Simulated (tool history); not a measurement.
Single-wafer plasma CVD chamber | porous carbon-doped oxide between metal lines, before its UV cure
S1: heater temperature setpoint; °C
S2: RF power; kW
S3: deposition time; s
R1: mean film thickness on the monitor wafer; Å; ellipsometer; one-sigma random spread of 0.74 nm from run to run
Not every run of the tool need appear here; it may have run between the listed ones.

| run | hour | S1 | S2 | S3 | R1 |
|---|---|---|---|---|---|
| 1 | 0.0 | 300 | 0.400 | 51.3 | 2125.1 |
| 2 | 3.1 | 300 | 0.365 | 51.3 | 1999.4 |
| 3 | 5.4 | 300 | 0.335 | 51.3 | 1872.7 |
| 4 | 12.7 | 290 | 0.335 | 51.3 | 1967.3 |
| 5 | 15.9 | 287 | 0.360 | 51.4 | 2121.1 |
| 6 | 17.2 | 282 | 0.360 | 51.4 | 2181.2 |
| 7 | 24.5 | 281 | 0.375 | 51.5 | 2265.1 |
| 8 | 31.9 | 280 | 0.385 | 51.5 | 2299.5 |
| 9 | 40.6 | 279 | 0.395 | 51.5 | 2373.9 |
| 10 | 47.9 | 278 | 0.400 | 51.5 | 2387.5 |
| 11 | 56.4 | 278 | 0.410 | 51.5 | 2440.5 |
| 12 | 62.4 | 278 | 0.410 | 51.5 | 2444.8 |
| 13 | 65.1 | 278 | 0.415 | 51.5 | 2485.0 |

Forecast run 14:
| 14 | 73.9 | 277 | 0.420 | 51.5 | ? |

{"run 14": {"R1": 2502.3}}

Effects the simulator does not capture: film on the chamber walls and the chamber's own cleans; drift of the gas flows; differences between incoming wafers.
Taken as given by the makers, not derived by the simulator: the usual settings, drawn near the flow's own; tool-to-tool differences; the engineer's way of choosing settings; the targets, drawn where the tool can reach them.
